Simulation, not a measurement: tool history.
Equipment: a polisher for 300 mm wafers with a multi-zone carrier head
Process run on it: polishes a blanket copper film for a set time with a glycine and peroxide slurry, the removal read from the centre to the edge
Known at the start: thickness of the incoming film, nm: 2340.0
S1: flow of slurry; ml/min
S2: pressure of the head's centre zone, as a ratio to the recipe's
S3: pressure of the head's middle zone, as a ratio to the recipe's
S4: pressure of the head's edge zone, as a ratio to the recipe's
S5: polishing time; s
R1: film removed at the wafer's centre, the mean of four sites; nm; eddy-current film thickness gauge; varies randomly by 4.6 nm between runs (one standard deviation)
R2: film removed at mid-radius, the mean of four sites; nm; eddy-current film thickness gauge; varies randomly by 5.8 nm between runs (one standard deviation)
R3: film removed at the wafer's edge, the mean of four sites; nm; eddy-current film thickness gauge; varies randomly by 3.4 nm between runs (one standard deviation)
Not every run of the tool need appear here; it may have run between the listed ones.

Run 1, day 0: S1 195 ml/min, S2 1, S3 1, S4 1, S5 80 s. Result: R1 481.62 nm, R2 488.44 nm, R3 488.74 nm.
Run 2, day 0.358: S1 195 ml/min, S2 1, S3 1, S4 0.95, S5 80 s. Result: R1 479.69 nm, R2 494.43 nm, R3 469.79 nm.
Run 3, day 0.546: S1 190 ml/min, S2 1, S3 0.97, S4 0.93, S5 79 s. Result: R1 465.83 nm, R2 481.07 nm, R3 462.17 nm.
Run 4, day 0.646: S1 190 ml/min, S2 0.96, S3 0.97, S4 0.93, S5 79 s. Result: R1 456.71 nm, R2 468.71 nm, R3 467.52 nm.
Run 5, day 0.754: S1 145 ml/min, S2 0.96, S3 0.97, S4 0.93, S5 79 s. Result: R1 432.09 nm, R2 442.89 nm, R3 448.65 nm.
Run 6, day 1.1: S1 140 ml/min, S2 0.98, S3 0.96, S4 0.92, S5 78 s. Result: R1 434.54 nm, R2 428.56 nm, R3 439.21 nm.

For run 7, what comes out?
Run 7, day 1.438: S1 135 ml/min, S2 0.99, S3 0.96, S4 0.91, S5 77 s. Result: R1 ?, R2 ?, R3 ?.

{"run 7": {"R1": 419.75, "R2": 425.77, "R3": 436.06}}
